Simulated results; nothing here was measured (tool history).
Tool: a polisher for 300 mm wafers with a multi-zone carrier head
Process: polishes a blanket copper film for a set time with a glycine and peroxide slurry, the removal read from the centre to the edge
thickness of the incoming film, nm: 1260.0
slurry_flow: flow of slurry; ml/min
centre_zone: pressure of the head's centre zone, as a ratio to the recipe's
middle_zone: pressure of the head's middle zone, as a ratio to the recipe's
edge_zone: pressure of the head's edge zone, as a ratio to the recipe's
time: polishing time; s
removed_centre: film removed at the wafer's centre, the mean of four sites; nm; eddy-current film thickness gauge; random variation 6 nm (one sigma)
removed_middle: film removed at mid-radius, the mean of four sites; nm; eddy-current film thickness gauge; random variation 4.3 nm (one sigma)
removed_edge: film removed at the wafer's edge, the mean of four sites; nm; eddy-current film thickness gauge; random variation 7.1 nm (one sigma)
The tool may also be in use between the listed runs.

run	hour	slurry_flow	centre_zone	middle_zone	edge_zone	time	removed_centre	removed_middle	removed_edge
1	0.0	280	1.00	1.00	1.00	57	389.61	383.42	388.07
2	3.2	285	1.03	1.00	1.04	62	438.08	413.31	428.95
3	10.2	285	1.03	1.00	1.04	48	342.74	316.90	329.22
4	13.6	290	1.05	1.00	1.06	55	397.44	363.73	384.41
5	18.6	290	1.05	1.00	1.06	63	451.94	425.35	431.38
6	26.4	285	1.06	0.98	1.08	67	490.36	438.45	471.49
7	31.8	285	1.07	0.99	1.10	70	519.99	466.22	490.21
8	37.5	295	1.07	0.98	1.11	72	524.26	481.13	513.53

The next listed run, before its measurement:
9	43.4	300	1.08	0.98	1.12	74	?	?	?

Run 9 gave removed_centre 538.48 nm, removed_middle 486.57 nm, removed_edge 525.60 nm.
